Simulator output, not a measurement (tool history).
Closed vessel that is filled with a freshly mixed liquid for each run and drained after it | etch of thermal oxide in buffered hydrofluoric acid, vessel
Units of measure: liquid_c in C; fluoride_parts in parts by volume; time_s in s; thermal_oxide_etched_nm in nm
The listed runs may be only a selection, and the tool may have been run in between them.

| run | hour | liquid_c | fluoride_parts | time_s | thermal_oxide_etched_nm |
|---|---|---|---|---|---|
| 1 | 0 | 23 | 10.5 | 35 | 34.517 |
| 2 | 5.6 | 25 | 10.5 | 35 | 37.825 |
| 3 | 7.6 | 25 | 12.5 | 35 | 32.235 |
| 4 | 14.3 | 25 | 12.5 | 35 | 32.166 |
| 5 | 22.4 | 25 | 10 | 35 | 39.641 |
| 6 | 25.9 | 26 | 9.5 | 35 | 43.665 |

Run 7, settings as shown, results not yet in. Your forecast:
| 7 | 30 | 27 | 9 | 35 | ? |

Run 7 gave thermal_oxide_etched_nm 47.79 nm.
